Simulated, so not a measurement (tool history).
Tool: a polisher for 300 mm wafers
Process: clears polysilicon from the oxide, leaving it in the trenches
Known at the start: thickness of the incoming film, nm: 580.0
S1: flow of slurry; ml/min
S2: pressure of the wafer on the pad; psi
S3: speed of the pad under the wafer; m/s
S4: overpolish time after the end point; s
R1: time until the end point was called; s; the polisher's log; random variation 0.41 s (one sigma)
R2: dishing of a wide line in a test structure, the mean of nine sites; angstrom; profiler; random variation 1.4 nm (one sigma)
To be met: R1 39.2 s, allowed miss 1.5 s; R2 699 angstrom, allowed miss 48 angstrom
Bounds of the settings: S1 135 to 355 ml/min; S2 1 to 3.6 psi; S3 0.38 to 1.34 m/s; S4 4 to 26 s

run 1 day=0 | S1=225 S2=2.3 S3=0.86 S4=13 | R1=52.538 R2=642.32
run 2 day=0.338 | S1=225 S2=2 S3=0.86 S4=13 | R1=60.538 R2=601.65
run 3 day=0.479 | S1=225 S2=2.2 S3=0.86 S4=13 | R1=53.963 R2=645.04
run 4 day=0.829 | S1=225 S2=2.2 S3=0.86 S4=11 | R1=54.119 R2=579.58
run 5 day=1.117 | S1=205 S2=2.2 S3=0.86 S4=11 | R1=55.655 R2=581.57
run 6 day=1.35 | S1=205 S2=2.2 S3=0.86 S4=9 | R1=54.795 R2=517.59
run 7 day=1.429 | S1=210 S2=2.4 S3=0.86 S4=10 | R1=51.309 R2=589.27
run 8 day=1.571 | S1=220 S2=2.5 S3=0.86 S4=10 | R1=48.439 R2=581.45
run 9 day=1.883 | S1=225 S2=2.6 S3=0.86 S4=11 | R1=46.322 R2=625.66
run 10 day=2.129 | S1=230 S2=2.7 S3=0.86 S4=11 | R1=44.76 R2=648.14
run 11 day=2.217 | S1=230 S2=2.7 S3=0.86 S4=11 | R1=43.575 R2=635.46
run 12 day=2.346 | S1=235 S2=2.7 S3=0.86 S4=11 | R1=44.416 R2=642.08
run 13 day=2.508 | S1=235 S2=2.8 S3=0.86 S4=11 | R1=42.5 R2=638.66
run 14 day=2.838 | S1=240 S2=2.9 S3=0.86 S4=12 | R1=41.356 R2=641.73

4 next moves are on the table. One of them brings every result within its allowed miss. Which?
run A day=3.167 | S1=240 S2=3.2 S3=0.82 S4=14 | R1=? R2=?
run B day=3.167 | S1=270 S2=2.6 S3=0.82 S4=9 | R1=? R2=?
run C day=3.167 | S1=240 S2=2.9 S3=1 S4=12 | R1=? R2=?
run D day=3.167 | S1=235 S2=2.9 S3=0.98 S4=12 | R1=? R2=?

move=A R1=39.668 R2=690.26
move=B R1=47.94 R2=546.39
move=C R1=36.016 R2=680.26
move=D R1=36.826 R2=676.2
A: meets every target
B: further off than the last run
C: takes the result that was furthest off past its target
D: takes the result that was furthest off past its target
Move A is the one to make.

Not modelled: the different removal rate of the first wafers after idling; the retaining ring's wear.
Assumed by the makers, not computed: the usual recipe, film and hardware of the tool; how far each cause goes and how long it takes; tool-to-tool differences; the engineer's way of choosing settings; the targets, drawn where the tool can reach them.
